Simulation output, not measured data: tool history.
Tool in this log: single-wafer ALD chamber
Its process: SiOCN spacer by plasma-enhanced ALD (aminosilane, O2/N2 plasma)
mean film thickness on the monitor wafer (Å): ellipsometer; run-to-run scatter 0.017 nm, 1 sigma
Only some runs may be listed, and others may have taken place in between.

| run | hour | heater temperature setpoint (K) | number of ALD cycles (cycles) | mean film thickness on the monitor wafer (Å) |
|---|---|---|---|---|
| 1 | 0.0 | 668.15 | 93 | 56.883 |
| 2 | 5.7 | 662.15 | 93 | 56.644 |
| 3 | 6.9 | 662.15 | 81 | 49.152 |
| 4 | 12.5 | 662.15 | 84 | 51.276 |
| 5 | 16.5 | 662.15 | 95 | 57.854 |
| 6 | 23.3 | 673.15 | 95 | 57.957 |
| 7 | 25.2 | 673.15 | 97 | 59.158 |

The next listed run, before its measurement:
| 8 | 31.9 | 673.15 | 97 | ? |

mean film thickness on the monitor wafer (Å): 59.071

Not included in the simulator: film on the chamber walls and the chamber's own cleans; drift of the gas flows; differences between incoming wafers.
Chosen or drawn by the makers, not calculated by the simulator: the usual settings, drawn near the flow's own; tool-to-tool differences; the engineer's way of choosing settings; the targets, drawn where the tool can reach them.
